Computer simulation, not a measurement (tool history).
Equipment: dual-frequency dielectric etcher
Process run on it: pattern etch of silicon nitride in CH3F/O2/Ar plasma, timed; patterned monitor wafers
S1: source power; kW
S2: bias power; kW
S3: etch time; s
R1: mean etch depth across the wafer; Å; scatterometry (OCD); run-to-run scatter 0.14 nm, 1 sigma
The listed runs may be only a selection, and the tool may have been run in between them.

run	hour	S1	S2	S3	R1
1	0.0	0.490	0.091	58.5	469.49
2	7.5	0.470	0.089	58.5	460.30
3	9.5	0.470	0.103	58.5	488.69
4	17.5	0.470	0.103	58.5	488.67
5	21.6	0.450	0.100	58.5	476.48
6	30.1	0.430	0.097	58.5	461.05

Run 7, settings as shown, results not yet in. Your forecast:
7	37.4	0.420	0.095	58.5	?

Logged for run 7: R1 454.40 Å.

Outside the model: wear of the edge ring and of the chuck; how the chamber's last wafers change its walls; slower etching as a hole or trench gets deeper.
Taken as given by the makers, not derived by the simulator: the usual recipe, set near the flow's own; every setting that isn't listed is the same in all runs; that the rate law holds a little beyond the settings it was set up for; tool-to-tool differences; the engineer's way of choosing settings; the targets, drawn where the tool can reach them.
